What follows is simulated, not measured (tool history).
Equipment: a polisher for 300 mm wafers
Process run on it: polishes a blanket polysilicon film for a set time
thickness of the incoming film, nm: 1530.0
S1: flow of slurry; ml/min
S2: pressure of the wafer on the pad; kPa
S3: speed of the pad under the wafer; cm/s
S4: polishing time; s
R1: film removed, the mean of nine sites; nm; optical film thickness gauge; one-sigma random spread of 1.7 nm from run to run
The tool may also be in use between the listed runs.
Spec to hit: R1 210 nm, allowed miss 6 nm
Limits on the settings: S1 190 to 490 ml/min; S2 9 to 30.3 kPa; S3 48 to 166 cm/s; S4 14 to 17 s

| run | hour | S1 | S2 | S3 | S4 | R1 |
|---|---|---|---|---|---|---|
| 1 | 0 | 315 | 19.3 | 106 | 17 | 168.22 |
| 2 | 7.5 | 245 | 19.3 | 106 | 17 | 165.84 |
| 3 | 15.8 | 245 | 19.3 | 106 | 17 | 166.93 |
| 4 | 23.3 | 245 | 19.3 | 106 | 14 | 137.12 |
| 5 | 24.9 | 245 | 19.3 | 128 | 14 | 154.74 |
| 6 | 26 | 245 | 19.3 | 128 | 17 | 189.1 |
| 7 | 29.3 | 250 | 20 | 128 | 17 | 196.06 |
| 8 | 36.9 | 255 | 20 | 128 | 17 | 195.25 |

Exercise: of the 4 proposed moves below, exactly one satisfies all targets within the stated allowed misses. Which move is it?
| A | 44.5 | 330 | 22.1 | 118 | 16 | ? |
| B | 44.5 | 270 | 20.7 | 122 | 17 | ? |
| C | 44.5 | 215 | 22.1 | 134 | 15 | ? |
| D | 44.5 | 325 | 20.7 | 134 | 17 | ? |

| move | R1 |
|---|---|
| A | 194.55 |
| B | 197.05 |
| C | 195.22 |
| D | 212.98 |
A: about as far from the targets as the last run
B: nearer than the last run, and not there yet
C: about as far from the targets as the last run
D: hits every target within its allowed miss
D is the move that brings every result within its allowed miss.
